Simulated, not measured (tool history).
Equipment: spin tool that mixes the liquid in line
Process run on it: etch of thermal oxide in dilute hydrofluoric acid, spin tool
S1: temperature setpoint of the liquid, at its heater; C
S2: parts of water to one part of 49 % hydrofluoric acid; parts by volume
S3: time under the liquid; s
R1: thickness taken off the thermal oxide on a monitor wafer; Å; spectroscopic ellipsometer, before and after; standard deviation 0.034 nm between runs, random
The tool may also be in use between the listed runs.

Run 1, day 0: S1 24 C, S2 170 parts by volume, S3 280 s. Result: R1 73.902 Å.
Run 2, day 0.325: S1 24 C, S2 170 parts by volume, S3 280 s. Result: R1 73.655 Å.
Run 3, day 0.371: S1 24 C, S2 170 parts by volume, S3 280 s. Result: R1 73.15 Å.
Run 4, day 0.479: S1 24 C, S2 125 parts by volume, S3 280 s. Result: R1 104.92 Å.
Run 5, day 0.646: S1 21 C, S2 125 parts by volume, S3 280 s. Result: R1 92.801 Å.
Run 6, day 0.708: S1 20 C, S2 140 parts by volume, S3 280 s. Result: R1 78.711 Å.
Run 7, day 1.012: S1 19.5 C, S2 150 parts by volume, S3 280 s. Result: R1 70.446 Å.
Run 8, day 1.358: S1 19.5 C, S2 150 parts by volume, S3 280 s. Result: R1 70.868 Å.
Run 9, day 1.725: S1 19 C, S2 160 parts by volume, S3 280 s. Result: R1 65.028 Å.
Run 10, day 2.038: S1 18.5 C, S2 165 parts by volume, S3 280 s. Result: R1 61.664 Å.
Run 11, day 2.196: S1 18 C, S2 170 parts by volume, S3 280 s. Result: R1 58.115 Å.
Run 12, day 2.529: S1 18 C, S2 175 parts by volume, S3 280 s. Result: R1 56.776 Å.

What will run 13 give?
Run 13, day 2.675: S1 18 C, S2 180 parts by volume, S3 280 s. Result: R1 ?.

{"run 13": {"R1": 53.943}}

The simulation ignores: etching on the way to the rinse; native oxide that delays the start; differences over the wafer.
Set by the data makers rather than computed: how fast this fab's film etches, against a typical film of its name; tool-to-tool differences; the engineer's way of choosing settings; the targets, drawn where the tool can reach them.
